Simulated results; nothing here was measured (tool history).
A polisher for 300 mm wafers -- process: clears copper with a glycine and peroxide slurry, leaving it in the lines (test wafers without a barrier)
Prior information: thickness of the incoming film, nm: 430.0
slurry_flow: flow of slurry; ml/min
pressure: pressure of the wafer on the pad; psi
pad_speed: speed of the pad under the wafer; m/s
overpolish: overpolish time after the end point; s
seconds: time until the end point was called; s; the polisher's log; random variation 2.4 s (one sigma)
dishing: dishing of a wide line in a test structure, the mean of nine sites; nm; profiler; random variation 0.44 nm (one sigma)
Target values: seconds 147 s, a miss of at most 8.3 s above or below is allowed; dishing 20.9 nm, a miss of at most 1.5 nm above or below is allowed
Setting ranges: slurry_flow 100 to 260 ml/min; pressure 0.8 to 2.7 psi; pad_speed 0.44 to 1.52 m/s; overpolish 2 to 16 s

| run | hour | slurry_flow | pressure | pad_speed | overpolish | seconds | dishing |
|---|---|---|---|---|---|---|---|
| 1 | 0 | 165 | 1.7 | 0.98 | 8 | 99.969 | 22.766 |
| 2 | 7 | 165 | 1.5 | 0.98 | 8 | 107.35 | 21.589 |
| 3 | 12.2 | 165 | 1.4 | 0.96 | 8 | 113.48 | 20.311 |
| 4 | 16.2 | 165 | 1.3 | 0.96 | 8 | 120.96 | 18.763 |
| 5 | 24.7 | 165 | 1.2 | 0.96 | 9 | 128.68 | 19.616 |
| 6 | 30.4 | 205 | 1.2 | 0.96 | 9 | 119.24 | 20.066 |
| 7 | 36.4 | 205 | 1.2 | 0.96 | 9 | 121.02 | 20.096 |
|  | 39.1 | head pressure recalibrated |
| 8 | 39.1 | 205 | 1.2 | 0.96 | 9 | 128.76 | 18.709 |

Which of these 5 next moves meets every target?
| A | 41.8 | 210 | 1.3 | 1.08 | 7 | ? | ? |
| B | 41.8 | 200 | 1.3 | 1.14 | 9 | ? | ? |
| C | 41.8 | 190 | 1 | 0.96 | 11 | ? | ? |
| D | 41.8 | 220 | 1.2 | 0.88 | 8 | ? | ? |
| E | 41.8 | 210 | 1.2 | 1.06 | 6 | ? | ? |

| move | seconds | dishing |
|---|---|---|
| A | 113.79 | 17.008 |
| B | 110.25 | 22.087 |
| C | 148.41 | 20.187 |
| D | 136.98 | 16.233 |
| E | 121.85 | 13.776 |
A: further off than the last run
B: further off than the last run
C: all results in spec
D: further off than the last run
E: further off than the last run
The right move is C.
